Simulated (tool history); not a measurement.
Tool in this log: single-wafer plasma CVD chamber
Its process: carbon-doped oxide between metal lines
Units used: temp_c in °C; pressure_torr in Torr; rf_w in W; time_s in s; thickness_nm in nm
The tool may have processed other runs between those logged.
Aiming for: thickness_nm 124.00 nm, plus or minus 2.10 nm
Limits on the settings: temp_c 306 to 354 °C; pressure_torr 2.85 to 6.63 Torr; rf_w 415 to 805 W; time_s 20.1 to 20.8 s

run,hour,temp_c,pressure_torr,rf_w,time_s,thickness_nm
1,0.0,330,4.74,610,20.1,116.99
2,6.3,330,4.74,610,20.8,120.80
3,11.4,329,4.77,610,20.8,121.57
4,19.4,329,4.77,560,20.8,115.83
5,20.2,329,4.77,525,20.8,110.62
6,22.3,326,4.94,530,20.8,114.00
7,29.5,324,5.02,530,20.8,114.39
8,36.0,322,5.15,535,20.8,115.82
9,38.4,321,5.26,540,20.8,117.59
# hour 45.9: thermocouple changed; heater temperature recalibrated
10,45.9,320,5.34,540,20.8,116.22
11,49.6,319,5.35,550,20.8,118.18
12,51.2,319,5.35,550,20.8,118.74
13,55.6,318,5.40,555,20.8,118.56

Which of these 5 next moves meets every target?
A,60.0,322,4.96,540,20.8,?
B,60.0,314,5.05,575,20.8,?
C,60.0,315,4.80,545,20.8,?
D,60.0,310,5.32,615,20.2,?
E,60.0,316,5.27,550,20.2,?

move,thickness_nm
A,114.40
B,123.74
C,118.49
D,128.48
E,116.37
A: its largest miss is bigger than the last run's
B: all results land within tolerance of their targets
C: about the same distance from the targets as the last run
D: takes the biggest miss from the last run beyond its target
E: its largest miss is bigger than the last run's
B meets every target.
